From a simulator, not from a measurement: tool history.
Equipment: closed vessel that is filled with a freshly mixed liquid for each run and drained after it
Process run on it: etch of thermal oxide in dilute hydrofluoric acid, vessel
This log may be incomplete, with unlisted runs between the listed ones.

run,hour,temperature setpoint of the liquid (K),parts of water to one part of 49 % hydrofluoric acid (parts by volume),time in the liquid (s),thickness taken off the thermal oxide on a monitor wafer (Å)
1,0.0,298.15,125,935,349.94
2,3.6,300.15,125,935,391.43
3,5.7,300.15,125,995,404.20
4,9.0,300.15,145,995,345.47
5,12.0,300.15,170,995,283.97
6,19.5,300.15,190,995,252.36
7,28.5,298.15,190,995,229.19

What will run 8 give?
8,34.9,297.15,190,995,?

Run 8 gave thickness taken off the thermal oxide on a monitor wafer (Å) 224.40.
